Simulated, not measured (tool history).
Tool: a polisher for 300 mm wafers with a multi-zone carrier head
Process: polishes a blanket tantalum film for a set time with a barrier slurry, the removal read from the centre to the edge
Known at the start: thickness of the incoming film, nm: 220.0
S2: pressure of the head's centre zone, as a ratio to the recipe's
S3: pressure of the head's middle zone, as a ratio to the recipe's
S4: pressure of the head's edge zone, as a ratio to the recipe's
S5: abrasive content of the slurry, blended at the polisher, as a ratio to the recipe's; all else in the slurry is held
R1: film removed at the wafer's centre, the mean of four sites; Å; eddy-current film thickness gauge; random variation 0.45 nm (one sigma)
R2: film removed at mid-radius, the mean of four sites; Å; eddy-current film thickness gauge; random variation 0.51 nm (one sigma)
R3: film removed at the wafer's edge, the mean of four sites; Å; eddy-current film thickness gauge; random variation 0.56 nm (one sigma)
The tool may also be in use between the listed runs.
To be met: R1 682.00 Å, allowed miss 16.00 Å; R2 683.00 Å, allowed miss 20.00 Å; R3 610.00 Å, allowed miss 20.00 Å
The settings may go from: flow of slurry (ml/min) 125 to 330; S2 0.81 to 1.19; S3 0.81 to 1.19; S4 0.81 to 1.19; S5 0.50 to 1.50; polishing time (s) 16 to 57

Run 1, hour 0.0: flow of slurry (ml/min) 210, S2 1.00, S3 1.00, S4 1.00, S5 1.00, polishing time (s) 36. Result: R1 416.85 Å, R2 429.24 Å, R3 436.64 Å.
Run 2, hour 5.2: flow of slurry (ml/min) 210, S2 1.00, S3 1.00, S4 1.00, S5 0.90, polishing time (s) 36. Result: R1 406.92 Å, R2 405.10 Å, R3 433.90 Å.
Run 3, hour 9.6: flow of slurry (ml/min) 210, S2 1.00, S3 1.00, S4 0.95, S5 0.90, polishing time (s) 36. Result: R1 410.06 Å, R2 411.64 Å, R3 421.26 Å.
Run 4, hour 16.5: flow of slurry (ml/min) 210, S2 1.00, S3 1.00, S4 0.89, S5 0.90, polishing time (s) 36. Result: R1 409.75 Å, R2 410.77 Å, R3 404.72 Å.
Run 5, hour 22.5: flow of slurry (ml/min) 225, S2 1.03, S3 1.02, S4 0.93, S5 1.00, polishing time (s) 37. Result: R1 445.70 Å, R2 447.37 Å, R3 446.88 Å.
Run 6, hour 31.4: flow of slurry (ml/min) 235, S2 1.06, S3 1.04, S4 0.92, S5 1.10, polishing time (s) 38. Result: R1 490.92 Å, R2 480.47 Å, R3 466.38 Å.
At hour 39.6: edge zone pressure recalibrated.
Run 7, hour 39.6: flow of slurry (ml/min) 245, S2 1.08, S3 1.06, S4 0.93, S5 1.15, polishing time (s) 39. Result: R1 526.56 Å, R2 513.97 Å, R3 474.00 Å.
Run 8, hour 41.7: flow of slurry (ml/min) 245, S2 1.08, S3 1.07, S4 0.95, S5 1.20, polishing time (s) 40. Result: R1 535.77 Å, R2 535.58 Å, R3 495.71 Å.
Run 9, hour 48.8: flow of slurry (ml/min) 250, S2 1.09, S3 1.08, S4 0.97, S5 1.25, polishing time (s) 41. Result: R1 565.62 Å, R2 559.59 Å, R3 523.48 Å.
Run 10, hour 51.7: flow of slurry (ml/min) 255, S2 1.10, S3 1.10, S4 0.99, S5 1.30, polishing time (s) 41. Result: R1 586.04 Å, R2 576.34 Å, R3 524.73 Å.
Run 11, hour 57.0: flow of slurry (ml/min) 260, S2 1.09, S3 1.13, S4 1.07, S5 1.50, polishing time (s) 45. Result: R1 652.05 Å, R2 671.86 Å, R3 636.16 Å.
Run 12, hour 63.7: flow of slurry (ml/min) 265, S2 1.10, S3 1.13, S4 1.06, S5 1.50, polishing time (s) 45. Result: R1 657.72 Å, R2 666.50 Å, R3 630.57 Å.

Which of these 5 next moves meets every target?
Run A, hour 70.4: flow of slurry (ml/min) 275, S2 1.06, S3 0.97, S4 1.09, S5 1.30, polishing time (s) 51. Result: R1 ?, R2 ?, R3 ?.
Run B, hour 70.4: flow of slurry (ml/min) 265, S2 1.01, S3 1.15, S4 1.04, S5 1.35, polishing time (s) 49. Result: R1 ?, R2 ?, R3 ?.
Run C, hour 70.4: flow of slurry (ml/min) 285, S2 1.12, S3 1.13, S4 1.11, S5 1.45, polishing time (s) 46. Result: R1 ?, R2 ?, R3 ?.
Run D, hour 70.4: flow of slurry (ml/min) 215, S2 1.14, S3 1.15, S4 1.01, S5 1.30, polishing time (s) 48. Result: R1 ?, R2 ?, R3 ?.
Run E, hour 70.4: flow of slurry (ml/min) 240, S2 1.04, S3 1.17, S4 1.09, S5 1.50, polishing time (s) 47. Result: R1 ?, R2 ?, R3 ?.

move      R1      R2      R3
   A  703.88  644.76  690.63
   B  652.06  720.69  651.17
   C  688.44  681.90  645.75
   D  690.08  684.83  613.49
   E  651.49  712.34  650.62
A: takes the result that was furthest off past its target
B: further off than the last run
C: brings the result that was furthest off to its target, and leaves another outside
D: meets every target
E: further off than the last run
Answer: D

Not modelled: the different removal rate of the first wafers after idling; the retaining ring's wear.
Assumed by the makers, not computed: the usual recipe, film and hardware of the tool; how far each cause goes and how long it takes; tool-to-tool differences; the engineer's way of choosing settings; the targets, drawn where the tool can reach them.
